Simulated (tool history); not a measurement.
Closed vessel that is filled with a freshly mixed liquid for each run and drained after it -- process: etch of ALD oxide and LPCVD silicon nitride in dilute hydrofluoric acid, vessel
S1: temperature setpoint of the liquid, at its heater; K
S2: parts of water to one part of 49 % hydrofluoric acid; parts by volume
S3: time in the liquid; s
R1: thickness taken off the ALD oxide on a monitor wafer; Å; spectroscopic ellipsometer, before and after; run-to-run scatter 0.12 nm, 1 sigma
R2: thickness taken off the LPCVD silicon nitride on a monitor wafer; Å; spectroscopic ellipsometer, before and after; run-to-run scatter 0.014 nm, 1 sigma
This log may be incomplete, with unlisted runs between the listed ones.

{"run": 1, "hour": 0.0, "S1": 296.15, "S2": 55, "S3": 60, "R1": 285.52, "R2": 6.139}
{"run": 2, "hour": 4.5, "S1": 296.15, "S2": 55, "S3": 80, "R1": 382.57, "R2": 8.8373}
{"run": 3, "hour": 9.5, "S1": 296.15, "S2": 55, "S3": 70, "R1": 333.32, "R2": 7.0652}
{"run": 4, "hour": 11.2, "S1": 295.15, "S2": 60, "S3": 70, "R1": 290.17, "R2": 6.2929}
{"run": 5, "hour": 14.4, "S1": 294.15, "S2": 65, "S3": 70, "R1": 259.39, "R2": 5.2306}
{"run": 6, "hour": 18.7, "S1": 294.65, "S2": 70, "S3": 70, "R1": 242.24, "R2": 5.1815}
{"run": 7, "hour": 27.5, "S1": 294.15, "S2": 75, "S3": 70, "R1": 218.5, "R2": 4.6566}

For run 8, what comes out?
{"run": 8, "hour": 31.5, "S1": 293.65, "S2": 80, "S3": 70, "R1": "?", "R2": "?"}

R1: 199.34 Å
R2: 4.3008 Å

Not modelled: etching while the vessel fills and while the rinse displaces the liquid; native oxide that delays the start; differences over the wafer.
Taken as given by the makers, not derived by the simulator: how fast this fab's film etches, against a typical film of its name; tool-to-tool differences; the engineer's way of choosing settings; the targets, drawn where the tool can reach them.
